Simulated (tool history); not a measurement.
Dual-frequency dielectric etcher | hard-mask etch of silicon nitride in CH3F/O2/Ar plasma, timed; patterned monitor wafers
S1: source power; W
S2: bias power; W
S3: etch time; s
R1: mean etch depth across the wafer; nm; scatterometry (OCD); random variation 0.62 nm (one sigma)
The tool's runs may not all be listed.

{"run": 1, "hour": 0.0, "S1": 510, "S2": 71, "S3": 190.5, "R1": 138.64}
{"run": 2, "hour": 5.4, "S1": 580, "S2": 71, "S3": 190.5, "R1": 144.81}
{"run": 3, "hour": 8.4, "S1": 580, "S2": 60, "S3": 190.5, "R1": 137.18}
{"run": 4, "hour": 9.2, "S1": 590, "S2": 62, "S3": 191.0, "R1": 139.9}
{"run": 5, "hour": 14.7, "S1": 600, "S2": 64, "S3": 191.5, "R1": 142.18}
{"run": 6, "hour": 20.3, "S1": 600, "S2": 64, "S3": 199.5, "R1": 148.37}
{"run": 7, "hour": 27.3, "S1": 610, "S2": 65, "S3": 199.5, "R1": 149.58}
{"run": 8, "hour": 30.5, "S1": 620, "S2": 66, "S3": 199.5, "R1": 152.4}
{"run": 9, "hour": 36.0, "S1": 630, "S2": 67, "S3": 199.5, "R1": 152.56}

Forecast run 10:
{"run": 10, "hour": 37.7, "S1": 640, "S2": 68, "S3": 199.5, "R1": "?"}

{"run 10": {"R1": 153.57}}
